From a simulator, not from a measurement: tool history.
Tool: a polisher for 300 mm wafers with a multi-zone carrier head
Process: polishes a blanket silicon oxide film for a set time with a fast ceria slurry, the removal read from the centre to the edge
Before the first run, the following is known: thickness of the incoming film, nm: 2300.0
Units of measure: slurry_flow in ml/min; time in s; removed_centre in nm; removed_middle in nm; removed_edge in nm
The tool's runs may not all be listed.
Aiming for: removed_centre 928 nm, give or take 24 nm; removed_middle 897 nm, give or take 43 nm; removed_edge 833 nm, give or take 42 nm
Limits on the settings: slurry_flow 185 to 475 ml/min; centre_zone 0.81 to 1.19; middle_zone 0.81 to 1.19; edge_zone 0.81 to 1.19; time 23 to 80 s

Run 1, day 0: slurry_flow 305 ml/min, centre_zone 1, middle_zone 1, edge_zone 1, time 51 s. Result: removed_centre 803.08 nm, removed_middle 825.14 nm, removed_edge 795.15 nm.
Run 2, day 0.246: slurry_flow 305 ml/min, centre_zone 1, middle_zone 0.96, edge_zone 1, time 51 s. Result: removed_centre 803.58 nm, removed_middle 781.92 nm, removed_edge 794.94 nm.
Run 3, day 0.338: slurry_flow 310 ml/min, centre_zone 1.01, middle_zone 0.97, edge_zone 1, time 51 s. Result: removed_centre 814.31 nm, removed_middle 788.65 nm, removed_edge 801.55 nm.
Run 4, day 0.496: slurry_flow 380 ml/min, centre_zone 1.01, middle_zone 0.97, edge_zone 1, time 51 s. Result: removed_centre 833.31 nm, removed_middle 798.61 nm, removed_edge 804.04 nm.
Run 5, day 0.762: slurry_flow 380 ml/min, centre_zone 1.01, middle_zone 0.97, edge_zone 1, time 39 s. Result: removed_centre 643.44 nm, removed_middle 616.26 nm, removed_edge 634.27 nm.
Run 6, day 1.125: slurry_flow 380 ml/min, centre_zone 1.02, middle_zone 0.98, edge_zone 1.01, time 40 s. Result: removed_centre 664.81 nm, removed_middle 651.87 nm, removed_edge 629.35 nm.
Run 7, day 1.35: slurry_flow 380 ml/min, centre_zone 1.02, middle_zone 0.98, edge_zone 1.01, time 41 s. Result: removed_centre 674.91 nm, removed_middle 645.37 nm, removed_edge 649.97 nm.
Run 8, day 1.654: slurry_flow 380 ml/min, centre_zone 1.02, middle_zone 0.99, edge_zone 1.01, time 42 s. Result: removed_centre 691.81 nm, removed_middle 692.48 nm, removed_edge 663.92 nm.
Run 9, day 2.025: slurry_flow 380 ml/min, centre_zone 1.03, middle_zone 0.99, edge_zone 1.01, time 43 s. Result: removed_centre 721.56 nm, removed_middle 701.87 nm, removed_edge 684.36 nm.
Run 10, day 2.088: slurry_flow 375 ml/min, centre_zone 1.04, middle_zone 0.99, edge_zone 1.02, time 44 s. Result: removed_centre 732.77 nm, removed_middle 711.22 nm, removed_edge 707.72 nm.

5 candidate next runs follow, results not yet known. Just one meets every target within its allowed miss. Identify it.
Run A, day 2.15: slurry_flow 415 ml/min, centre_zone 1.09, middle_zone 0.88, edge_zone 1.03, time 55 s. Result: removed_centre ?, removed_middle ?, removed_edge ?.
Run B, day 2.15: slurry_flow 425 ml/min, centre_zone 1.08, middle_zone 1.05, edge_zone 0.99, time 53 s. Result: removed_centre ?, removed_middle ?, removed_edge ?.
Run C, day 2.15: slurry_flow 360 ml/min, centre_zone 1.03, middle_zone 1.09, edge_zone 0.98, time 48 s. Result: removed_centre ?, removed_middle ?, removed_edge ?.
Run D, day 2.15: slurry_flow 350 ml/min, centre_zone 1, middle_zone 0.87, edge_zone 1.05, time 55 s. Result: removed_centre ?, removed_middle ?, removed_edge ?.
Run E, day 2.15: slurry_flow 340 ml/min, centre_zone 1.02, middle_zone 0.92, edge_zone 1.05, time 40 s. Result: removed_centre ?, removed_middle ?, removed_edge ?.

move  removed_centre  removed_middle  removed_edge
   A          970.02          824.22        897.88
   B           928.8          910.54        848.06
   C           791.9           839.3        756.96
   D          877.52           807.4        897.85
   E          649.54          610.88        651.42
A: moves the result that the last run missed by most past its target, out the other side
B: every result lands within tolerance
C: closer than the last run, but not yet in spec
D: closer than the last run, but not yet in spec
E: the biggest miss grows against the last run
The move that meets every target is B.
